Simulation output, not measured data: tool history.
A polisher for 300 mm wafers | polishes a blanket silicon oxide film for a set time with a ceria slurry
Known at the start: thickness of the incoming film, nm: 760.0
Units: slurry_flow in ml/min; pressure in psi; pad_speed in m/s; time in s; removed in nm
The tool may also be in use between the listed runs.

run	day	slurry_flow	pressure	pad_speed	time	removed
1	0.000	165	2.2	1.40	24	98.289
2	0.025	160	1.8	1.30	24	75.861
3	0.312	200	1.8	1.30	24	77.438
4	0.654	200	1.5	1.22	24	61.921
5	0.938	160	1.5	1.22	24	59.136
6	1.254	160	1.5	1.22	22	55.189
7	1.483	150	1.4	1.22	22	51.354
8	1.717	140	1.3	1.22	22	47.543
9	2.029	135	1.3	1.22	22	47.786
10	2.354	130	1.3	1.22	22	47.279

Run 11 comes next. What will it give?
11	2.679	125	1.3	1.22	22	?

{"run 11": {"removed": 47.019}}
